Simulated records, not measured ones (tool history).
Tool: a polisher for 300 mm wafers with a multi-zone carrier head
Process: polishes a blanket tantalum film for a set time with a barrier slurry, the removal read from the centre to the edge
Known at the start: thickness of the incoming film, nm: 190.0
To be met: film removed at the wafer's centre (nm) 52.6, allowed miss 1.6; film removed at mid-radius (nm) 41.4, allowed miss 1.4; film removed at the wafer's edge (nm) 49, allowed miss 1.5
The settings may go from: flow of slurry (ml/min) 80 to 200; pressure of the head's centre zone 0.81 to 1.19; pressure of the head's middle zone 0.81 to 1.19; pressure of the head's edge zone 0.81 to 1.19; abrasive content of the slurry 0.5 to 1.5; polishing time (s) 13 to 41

run	hour	flow of slurry (ml/min)	pressure of the head's centre zone	pressure of the head's middle zone	pressure of the head's edge zone	abrasive content of the slurry	polishing time (s)	film removed at the wafer's centre (nm)	film removed at mid-radius (nm)	film removed at the wafer's edge (nm)
1	0	130	1	1	1	1	27	60.394	57.162	61.504
2	0.9	130	1	1	1.04	1	27	60.569	58.545	63.299
3	5.6	155	1	1	1.04	1	27	61.879	59.583	64.485
4	12.5	185	1	1	1.04	1	27	63.724	62.306	64.77
5	20.1	185	1	1.08	1.04	1	27	63.207	64.067	64.794
6	25.9	160	1.03	0.99	1.02	0.85	26	58.944	55.348	58.569
7	32.4	140	1.05	0.93	1	0.75	26	56.538	50.182	55.431
8	34.9	130	1.06	0.89	0.97	0.7	26	55.837	46.012	52.782
9	41.1	120	1.05	0.88	0.95	0.7	26	54.918	45.22	51.77
10	46.8	110	1.05	0.87	0.94	0.7	26	53.208	44.366	51.557
11	49.7	105	1.06	0.86	0.92	0.7	26	52.924	43.443	50.284
12	56	100	1.07	0.85	0.91	0.7	26	53.075	43.12	50.295

Which of these 4 next moves meets every target?
A	62.3	90	1.1	0.93	0.87	0.7	25	?	?	?
B	62.3	85	1.04	0.85	0.9	0.75	27	?	?	?
C	62.3	95	1.07	0.95	0.86	0.55	29	?	?	?
D	62.3	115	1.08	0.84	0.92	0.65	25	?	?	?

move	film removed at the wafer's centre (nm)	film removed at mid-radius (nm)	film removed at the wafer's edge (nm)
A	51.784	43.578	47.445
B	53.349	44.414	52.816
C	54.687	48.052	51.03
D	51.918	40.931	48.878
A: further off than the last run
B: further off than the last run
C: further off than the last run
D: meets every target
Answer: D
